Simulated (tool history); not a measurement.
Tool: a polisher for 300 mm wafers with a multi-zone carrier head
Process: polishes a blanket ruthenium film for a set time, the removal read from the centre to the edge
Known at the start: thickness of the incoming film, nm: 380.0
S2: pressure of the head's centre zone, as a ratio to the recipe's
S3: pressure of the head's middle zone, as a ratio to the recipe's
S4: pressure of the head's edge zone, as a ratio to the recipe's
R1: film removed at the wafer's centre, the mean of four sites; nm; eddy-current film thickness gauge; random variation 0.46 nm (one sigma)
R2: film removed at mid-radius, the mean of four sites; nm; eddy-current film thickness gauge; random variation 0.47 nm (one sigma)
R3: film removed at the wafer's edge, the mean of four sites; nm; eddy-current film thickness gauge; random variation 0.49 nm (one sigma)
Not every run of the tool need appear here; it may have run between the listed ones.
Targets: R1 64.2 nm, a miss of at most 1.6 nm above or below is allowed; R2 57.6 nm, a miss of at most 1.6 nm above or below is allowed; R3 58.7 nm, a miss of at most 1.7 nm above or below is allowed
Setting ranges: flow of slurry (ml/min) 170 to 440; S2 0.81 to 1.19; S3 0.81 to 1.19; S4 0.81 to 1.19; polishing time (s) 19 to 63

run 1 hour=0 | flow_of_slurry_(ml/min)=280 S2=1 S3=1 S4=1 polishing_time_(s)=41 | R1=54.929 R2=55.641 R3=55.854
run 2 hour=7.9 | flow_of_slurry_(ml/min)=280 S2=1 S3=1 S4=1 polishing_time_(s)=49 | R1=66.027 R2=67.762 R3=66.274
run 3 hour=15.7 | flow_of_slurry_(ml/min)=270 S2=1.01 S3=0.97 S4=0.96 polishing_time_(s)=49 | R1=67.552 R2=65.173 R3=65.763
run 4 hour=19.5 | flow_of_slurry_(ml/min)=265 S2=1.01 S3=0.96 S4=0.92 polishing_time_(s)=48 | R1=64.134 R2=61.797 R3=63.096
run 5 hour=25.5 | flow_of_slurry_(ml/min)=260 S2=1.03 S3=0.96 S4=0.89 polishing_time_(s)=48 | R1=66.167 R2=63.27 R3=62.333
run 6 hour=29.1 | flow_of_slurry_(ml/min)=260 S2=1.09 S3=0.96 S4=0.89 polishing_time_(s)=48 | R1=69.218 R2=62.725 R3=61.894
run 7 hour=34.8 | flow_of_slurry_(ml/min)=250 S2=1.08 S3=0.95 S4=0.87 polishing_time_(s)=48 | R1=68.843 R2=62.345 R3=60.347
run 8 hour=40.5 | flow_of_slurry_(ml/min)=240 S2=1.07 S3=0.93 S4=0.86 polishing_time_(s)=48 | R1=67.231 R2=60.719 R3=61.425
run 9 hour=49.4 | flow_of_slurry_(ml/min)=235 S2=1.07 S3=0.93 S4=0.85 polishing_time_(s)=48 | R1=66.619 R2=59.613 R3=60.062
run 10 hour=55.7 | flow_of_slurry_(ml/min)=225 S2=1.07 S3=0.93 S4=0.85 polishing_time_(s)=48 | R1=67.134 R2=60.631 R3=59.817

Which single option among these 5 for the next run brings every result within its allowed miss of target? Just one does.
run A hour=62 | flow_of_slurry_(ml/min)=190 S2=1.13 S3=0.92 S4=0.87 polishing_time_(s)=48 | R1=? R2=? R3=?
run B hour=62 | flow_of_slurry_(ml/min)=235 S2=1.06 S3=0.93 S4=0.87 polishing_time_(s)=43 | R1=? R2=? R3=?
run C hour=62 | flow_of_slurry_(ml/min)=215 S2=1.03 S3=0.88 S4=0.81 polishing_time_(s)=48 | R1=? R2=? R3=?
run D hour=62 | flow_of_slurry_(ml/min)=345 S2=1.13 S3=0.91 S4=0.93 polishing_time_(s)=45 | R1=? R2=? R3=?
run E hour=62 | flow_of_slurry_(ml/min)=225 S2=0.94 S3=0.95 S4=0.88 polishing_time_(s)=49 | R1=? R2=? R3=?

move=A R1=67.629 R2=57.186 R3=59.633
move=B R1=59.343 R2=53.335 R3=54.654
move=C R1=63.745 R2=56.194 R3=58.558
move=D R1=68.66 R2=57.082 R3=60.906
move=E R1=60.658 R2=61.544 R3=62.327
A: the furthest-off result lands on target, but another misses its tolerance
B: takes the result that was furthest off past its target
C: hits every target within its allowed miss
D: the furthest-off result lands on target, but another misses its tolerance
E: misses by more than the last run did
The move that meets every target is C.
